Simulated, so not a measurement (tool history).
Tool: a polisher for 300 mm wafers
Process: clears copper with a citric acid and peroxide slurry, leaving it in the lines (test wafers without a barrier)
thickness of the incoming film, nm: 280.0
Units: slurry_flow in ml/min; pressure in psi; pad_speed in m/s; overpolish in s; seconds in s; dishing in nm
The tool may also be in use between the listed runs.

run  hour  slurry_flow  pressure  pad_speed  slurry_solids  overpolish  seconds  dishing
  1   0.0          265       3.5       1.10           1.00          17   117.89   24.685
  2   2.7          230       3.5       1.10           1.00          17   120.04   24.359
  3   7.6          235       3.4       1.12           1.00          15   118.91   22.265
  4  15.1          235       3.4       1.24           1.00          15   109.57   23.884
  5  19.0          235       3.4       1.24           1.00          18   107.22   25.959
  6  26.8          220       3.1       1.32           0.95          16   114.78   24.623
  7  35.7          255       3.3       1.18           1.05          14   115.00   20.894

Run 8 comes next. What will it give?
  8  36.4          280       3.0       1.22           1.15          12        ?        ?

{"run 8": {"seconds": 114.62, "dishing": 17.717}}
